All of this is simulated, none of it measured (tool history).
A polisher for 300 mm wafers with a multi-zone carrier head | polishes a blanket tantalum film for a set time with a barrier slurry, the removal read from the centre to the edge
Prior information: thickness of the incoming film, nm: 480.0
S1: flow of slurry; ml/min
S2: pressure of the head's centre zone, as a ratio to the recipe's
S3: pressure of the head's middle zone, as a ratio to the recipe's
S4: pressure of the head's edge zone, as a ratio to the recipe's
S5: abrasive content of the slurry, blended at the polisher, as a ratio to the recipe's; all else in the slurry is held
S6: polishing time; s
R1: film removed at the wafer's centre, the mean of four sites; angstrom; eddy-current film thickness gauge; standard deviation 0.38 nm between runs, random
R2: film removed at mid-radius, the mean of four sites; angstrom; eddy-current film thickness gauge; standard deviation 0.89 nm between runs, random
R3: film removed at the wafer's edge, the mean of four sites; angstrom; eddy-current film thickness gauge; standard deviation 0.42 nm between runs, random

Run 1, hour 0.0: S1 185 ml/min, S2 1.00, S3 1.00, S4 1.00, S5 1.00, S6 40 s. Result: R1 577.77 angstrom, R2 609.40 angstrom, R3 599.54 angstrom.
Run 2, hour 8.0: S1 185 ml/min, S2 1.00, S3 1.00, S4 1.06, S5 1.00, S6 40 s. Result: R1 582.38 angstrom, R2 603.63 angstrom, R3 610.55 angstrom.
Run 3, hour 10.1: S1 215 ml/min, S2 1.00, S3 1.00, S4 1.06, S5 1.00, S6 40 s. Result: R1 593.31 angstrom, R2 635.88 angstrom, R3 641.22 angstrom.
Run 4, hour 16.7: S1 215 ml/min, S2 1.00, S3 0.92, S4 1.06, S5 1.00, S6 40 s. Result: R1 600.89 angstrom, R2 602.74 angstrom, R3 636.29 angstrom.
Run 5, hour 19.4: S1 215 ml/min, S2 0.94, S3 0.92, S4 1.06, S5 1.00, S6 40 s. Result: R1 559.85 angstrom, R2 573.74 angstrom, R3 641.57 angstrom.
Run 6, hour 25.6: S1 205 ml/min, S2 0.93, S3 0.95, S4 1.04, S5 1.00, S6 40 s. Result: R1 547.38 angstrom, R2 598.30 angstrom, R3 621.54 angstrom.
Run 7, hour 31.9: S1 195 ml/min, S2 0.92, S3 0.96, S4 1.03, S5 1.00, S6 40 s. Result: R1 539.46 angstrom, R2 582.91 angstrom, R3 610.61 angstrom.
Run 8, hour 39.1: S1 190 ml/min, S2 0.91, S3 0.98, S4 1.02, S5 1.00, S6 40 s. Result: R1 525.34 angstrom, R2 592.24 angstrom, R3 611.69 angstrom.
Run 9, hour 42.1: S1 185 ml/min, S2 0.91, S3 0.99, S4 1.00, S5 1.00, S6 40 s. Result: R1 527.38 angstrom, R2 603.19 angstrom, R3 602.01 angstrom.
Run 10, hour 49.4: S1 185 ml/min, S2 0.91, S3 0.99, S4 1.00, S5 1.00, S6 40 s. Result: R1 524.98 angstrom, R2 614.11 angstrom, R3 603.91 angstrom.
Run 11, hour 55.6: S1 180 ml/min, S2 0.91, S3 0.99, S4 0.99, S5 1.00, S6 40 s. Result: R1 518.65 angstrom, R2 613.27 angstrom, R3 604.85 angstrom.
Run 12, hour 58.7: S1 175 ml/min, S2 0.91, S3 1.00, S4 0.98, S5 1.00, S6 40 s. Result: R1 521.84 angstrom, R2 610.10 angstrom, R3 592.01 angstrom.
Run 13, hour 59.9: S1 170 ml/min, S2 0.90, S3 1.00, S4 0.97, S5 1.00, S6 40 s. Result: R1 505.61 angstrom, R2 602.95 angstrom, R3 591.44 angstrom.
Run 14, hour 66.0: S1 165 ml/min, S2 0.90, S3 1.01, S4 0.96, S5 1.00, S6 40 s. Result: R1 504.17 angstrom, R2 597.42 angstrom, R3 583.65 angstrom.
Run 15, hour 66.8: S1 160 ml/min, S2 0.90, S3 1.02, S4 0.95, S5 1.00, S6 40 s. Result: R1 506.87 angstrom, R2 614.45 angstrom, R3 581.64 angstrom.
At hour 70.9: slurry nozzle cleaned.
Run 16, hour 70.9: S1 155 ml/min, S2 0.90, S3 1.02, S4 0.94, S5 1.00, S6 40 s. Result: R1 520.50 angstrom, R2 642.87 angstrom, R3 598.21 angstrom.

Predict the results of run 17:
Run 17, hour 77.3: S1 155 ml/min, S2 0.90, S3 1.02, S4 0.94, S5 0.95, S6 40 s. Result: R1 ?, R2 ?, R3 ?.

R1: 523.23 angstrom
R2: 637.69 angstrom
R3: 587.40 angstrom
